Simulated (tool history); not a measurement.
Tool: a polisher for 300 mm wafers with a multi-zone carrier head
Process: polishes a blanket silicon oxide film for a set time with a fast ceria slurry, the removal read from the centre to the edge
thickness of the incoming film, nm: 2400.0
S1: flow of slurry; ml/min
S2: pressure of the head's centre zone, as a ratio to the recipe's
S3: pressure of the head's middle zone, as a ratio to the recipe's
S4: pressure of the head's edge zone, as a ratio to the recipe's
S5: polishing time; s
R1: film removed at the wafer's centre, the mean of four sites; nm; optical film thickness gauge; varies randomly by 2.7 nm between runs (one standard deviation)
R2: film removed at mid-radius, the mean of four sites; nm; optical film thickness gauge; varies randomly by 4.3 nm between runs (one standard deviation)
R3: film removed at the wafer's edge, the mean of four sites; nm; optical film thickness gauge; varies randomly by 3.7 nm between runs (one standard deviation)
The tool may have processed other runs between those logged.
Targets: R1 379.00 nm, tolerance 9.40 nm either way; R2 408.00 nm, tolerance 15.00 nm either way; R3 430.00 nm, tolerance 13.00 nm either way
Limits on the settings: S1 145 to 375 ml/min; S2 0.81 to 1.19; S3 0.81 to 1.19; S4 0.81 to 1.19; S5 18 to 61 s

run 1 day=0.000 | S1=240 S2=1.00 S3=1.00 S4=1.00 S5=39 | R1=679.21 R2=667.27 R3=679.59
run 2 day=0.200 | S1=180 S2=1.00 S3=1.00 S4=1.00 S5=39 | R1=645.15 R2=647.19 R3=656.45
run 3 day=0.346 | S1=180 S2=1.00 S3=1.00 S4=1.04 S5=39 | R1=645.72 R2=646.71 R3=666.64
run 4 day=0.621 | S1=175 S2=0.96 S3=0.98 S4=1.01 S5=35 | R1=552.07 R2=580.44 R3=598.61
run 5 day=0.767 | S1=175 S2=0.96 S3=0.98 S4=1.01 S5=41 | R1=647.45 R2=671.10 R3=688.48
run 6 day=0.833 | S1=175 S2=0.93 S3=0.98 S4=1.01 S5=41 | R1=617.86 R2=679.19 R3=686.50
run 7 day=1.188 | S1=175 S2=0.92 S3=0.95 S4=0.97 S5=36 | R1=546.68 R2=573.09 R3=603.27
run 8 day=1.475 | S1=170 S2=0.90 S3=0.95 S4=0.94 S5=33 | R1=492.71 R2=520.90 R3=543.69
run 9 day=1.688 | S1=165 S2=0.88 S3=0.94 S4=0.91 S5=31 | R1=443.50 R2=487.27 R3=498.54
run 10 day=2.000 | S1=165 S2=0.87 S3=0.92 S4=0.89 S5=30 | R1=430.64 R2=465.24 R3=476.74
run 11 day=2.108 | S1=150 S2=0.81 S3=0.86 S4=0.86 S5=27 | R1=349.29 R2=390.23 R3=419.48
run 12 day=2.408 | S1=220 S2=0.84 S3=0.87 S4=0.85 S5=27 | R1=392.96 R2=412.79 R3=436.96
run 13 day=2.746 | S1=215 S2=0.84 S3=0.87 S4=0.85 S5=27 | R1=390.89 R2=412.44 R3=437.52
run 14 day=3.071 | S1=215 S2=0.84 S3=0.87 S4=0.85 S5=27 | R1=391.16 R2=414.84 R3=435.93
run 15 day=3.392 | S1=215 S2=0.84 S3=0.87 S4=0.85 S5=27 | R1=392.36 R2=414.53 R3=437.34

Consider the 5 candidate settings below. Which is the only one whose results all fall within their allowed miss of target?
run A day=3.712 | S1=170 S2=0.82 S3=0.90 S4=0.93 S5=28 | R1=? R2=? R3=?
run B day=3.712 | S1=220 S2=0.91 S3=0.85 S4=0.85 S5=27 | R1=? R2=? R3=?
run C day=3.712 | S1=215 S2=0.85 S3=0.89 S4=0.89 S5=26 | R1=? R2=? R3=?
run D day=3.712 | S1=205 S2=0.93 S3=0.94 S4=0.86 S5=26 | R1=? R2=? R3=?
run E day=3.712 | S1=260 S2=0.89 S3=0.84 S4=0.95 S5=26 | R1=? R2=? R3=?

move=A R1=375.47 R2=423.58 R3=451.82
move=B R1=420.47 R2=407.08 R3=434.30
move=C R1=377.81 R2=405.88 R3=424.66
move=D R1=408.78 R2=421.49 R3=416.32
move=E R1=406.20 R2=396.90 R3=444.89
A: the furthest-off result lands on target, but another misses its tolerance
B: its largest miss is bigger than the last run's
C: every result lands within tolerance
D: its largest miss is bigger than the last run's
E: its largest miss is bigger than the last run's
Answer: C
